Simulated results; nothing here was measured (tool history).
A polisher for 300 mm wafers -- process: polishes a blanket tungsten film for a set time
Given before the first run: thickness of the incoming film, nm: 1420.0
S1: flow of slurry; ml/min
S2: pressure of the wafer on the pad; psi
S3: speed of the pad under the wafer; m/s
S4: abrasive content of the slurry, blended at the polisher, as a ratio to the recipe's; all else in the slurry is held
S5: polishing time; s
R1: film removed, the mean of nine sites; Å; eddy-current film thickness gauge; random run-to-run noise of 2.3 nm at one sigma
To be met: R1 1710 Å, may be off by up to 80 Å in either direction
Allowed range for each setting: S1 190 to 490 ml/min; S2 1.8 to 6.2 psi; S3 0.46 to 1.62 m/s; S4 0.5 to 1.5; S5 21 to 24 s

run  hour   S1   S2    S3  S4  S5      R1
  1     0  315    4  1.04   1  24  1062.5
  2   3.4  315  4.4  1.04   1  24  1149.2
  3  10.9  315  4.8  1.04   1  24  1217.9
  4  12.4  315  5.1  1.06   1  24  1363.3
  5  20.8  315  5.3  1.06   1  24  1398.4
     28.5  -- head pressure recalibrated
  6  28.5  315  5.3  0.92   1  24  1333.7
  7  32.2  315  5.5  0.94   1  24    1376
  8  33.8  315  5.7  0.96   1  24  1462.9
  9  36.7  315  5.8  0.98   1  24  1523.8
 10  37.9  315  5.9  0.98   1  24  1537.7

Which of these 5 next moves meets every target?
  A  39.1  280  5.9  0.96  0.95  24   ?
  B  39.1  265  5.5  1.02     1  22   ?
  C  39.1  300  5.5  1.12   1.1  22   ?
  D  39.1  320  6.2  0.74  1.05  24   ?
  E  39.1  290  6.2  1.08   0.8  24   ?

move      R1
   A  1488.1
   B  1359.1
   C  1537.3
   D  1257.4
   E  1692.1
A: lands further from the targets than the last run did
B: lands further from the targets than the last run did
C: no better and no worse than the last run
D: lands further from the targets than the last run did
E: all results in spec
E meets every target.

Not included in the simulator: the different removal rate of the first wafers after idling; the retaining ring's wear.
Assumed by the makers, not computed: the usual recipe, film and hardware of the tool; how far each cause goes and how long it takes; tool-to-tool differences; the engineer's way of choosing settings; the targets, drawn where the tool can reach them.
